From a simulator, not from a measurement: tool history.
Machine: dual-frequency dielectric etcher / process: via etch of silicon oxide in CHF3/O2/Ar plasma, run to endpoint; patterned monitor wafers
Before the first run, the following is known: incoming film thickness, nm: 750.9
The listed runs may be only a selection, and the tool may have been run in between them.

run	hour	source power (W)	bias power (W)	endpoint time (s)
1	0	540	231	370.38
2	2	490	231	384.33
3	3.7	490	248	370.93
4	7.7	520	251	362.96
5	14.5	590	251	343.96
6	19.8	500	251	365.91
7	24.2	530	253	356.94
8	26.8	550	255	352.55

Estimate the outcome of run 9 from the log above:
9	30.9	570	257	?

Run 9 yielded endpoint time (s) 343.33.
